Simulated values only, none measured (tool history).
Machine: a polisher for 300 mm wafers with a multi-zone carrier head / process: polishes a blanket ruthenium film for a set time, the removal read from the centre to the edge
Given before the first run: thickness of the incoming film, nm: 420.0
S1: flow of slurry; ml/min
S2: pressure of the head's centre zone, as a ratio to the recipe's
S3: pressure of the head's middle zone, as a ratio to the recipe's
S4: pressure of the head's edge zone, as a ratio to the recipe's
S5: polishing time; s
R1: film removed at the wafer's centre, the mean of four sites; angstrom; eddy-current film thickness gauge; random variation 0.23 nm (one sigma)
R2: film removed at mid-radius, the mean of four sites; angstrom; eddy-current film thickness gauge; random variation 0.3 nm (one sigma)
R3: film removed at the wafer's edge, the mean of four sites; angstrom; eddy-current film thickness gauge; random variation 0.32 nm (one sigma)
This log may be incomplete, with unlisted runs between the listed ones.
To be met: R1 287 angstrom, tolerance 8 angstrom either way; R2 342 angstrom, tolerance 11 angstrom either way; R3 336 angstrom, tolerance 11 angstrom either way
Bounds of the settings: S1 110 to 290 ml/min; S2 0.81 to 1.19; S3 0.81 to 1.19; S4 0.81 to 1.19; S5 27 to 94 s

{"run": 1, "hour": 0.0, "S1": 185, "S2": 1, "S3": 1, "S4": 1, "S5": 60, "R1": 552.04, "R2": 557.93, "R3": 547.85}
{"run": 2, "hour": 3.1, "S1": 185, "S2": 1, "S3": 1, "S4": 1, "S5": 67, "R1": 627.59, "R2": 626.5, "R3": 610.3}
{"run": 3, "hour": 9.3, "S1": 185, "S2": 1, "S3": 1, "S4": 0.94, "S5": 67, "R1": 623.54, "R2": 621.39, "R3": 595.61}
{"run": 4, "hour": 15.7, "S1": 175, "S2": 0.96, "S3": 0.99, "S4": 0.92, "S5": 60, "R1": 534.68, "R2": 561.47, "R3": 525.28}
{"run": 5, "hour": 23.1, "S1": 165, "S2": 0.93, "S3": 0.97, "S4": 0.93, "S5": 53, "R1": 445.38, "R2": 474.26, "R3": 463.79}
{"run": 6, "hour": 28.5, "S1": 135, "S2": 0.93, "S3": 0.97, "S4": 0.93, "S5": 53, "R1": 429.25, "R2": 459.24, "R3": 447.46}
{"run": 7, "hour": 37.0, "S1": 130, "S2": 0.9, "S3": 0.96, "S4": 0.92, "S5": 49, "R1": 381.33, "R2": 417.53, "R3": 416.67}
{"run": 8, "hour": 40.0, "S1": 125, "S2": 0.88, "S3": 0.96, "S4": 0.9, "S5": 46, "R1": 347.18, "R2": 387.42, "R3": 381.4}
{"run": 9, "hour": 47.6, "S1": 110, "S2": 0.81, "S3": 0.95, "S4": 0.88, "S5": 40, "R1": 269.29, "R2": 327.76, "R3": 327.58}
{"run": 10, "hour": 49.6, "S1": 120, "S2": 0.81, "S3": 0.95, "S4": 0.88, "S5": 40, "R1": 274.24, "R2": 329.21, "R3": 325.91}
{"run": 11, "hour": 53.6, "S1": 125, "S2": 0.81, "S3": 0.95, "S4": 0.89, "S5": 40, "R1": 280.32, "R2": 336.72, "R3": 332.74}

Next run, 5 choices. One meets every target within its allowed miss, the rest don't. Which?
{"run": "A", "hour": 57.6, "S1": 125, "S2": 0.81, "S3": 1.01, "S4": 0.97, "S5": 39, "R1": "?", "R2": "?", "R3": "?"}
{"run": "B", "hour": 57.6, "S1": 115, "S2": 0.81, "S3": 1.02, "S4": 0.87, "S5": 39, "R1": "?", "R2": "?", "R3": "?"}
{"run": "C", "hour": 57.6, "S1": 130, "S2": 0.81, "S3": 0.98, "S4": 0.89, "S5": 38, "R1": "?", "R2": "?", "R3": "?"}
{"run": "D", "hour": 57.6, "S1": 115, "S2": 0.81, "S3": 1.02, "S4": 0.89, "S5": 40, "R1": "?", "R2": "?", "R3": "?"}
{"run": "E", "hour": 57.6, "S1": 145, "S2": 0.82, "S3": 0.95, "S4": 0.89, "S5": 40, "R1": "?", "R2": "?", "R3": "?"}

move=A R1=271.15 R2=346.34 R3=341.23
move=B R1=266.09 R2=343.51 R3=320.63
move=C R1=266.4 R2=331.5 R3=321.25
move=D R1=272.91 R2=352.31 R3=332.27
move=E R1=290.26 R2=346.72 R3=343.1
A: further off than the last run
B: further off than the last run
C: further off than the last run
D: further off than the last run
E: every result lands within tolerance
The right move is E.

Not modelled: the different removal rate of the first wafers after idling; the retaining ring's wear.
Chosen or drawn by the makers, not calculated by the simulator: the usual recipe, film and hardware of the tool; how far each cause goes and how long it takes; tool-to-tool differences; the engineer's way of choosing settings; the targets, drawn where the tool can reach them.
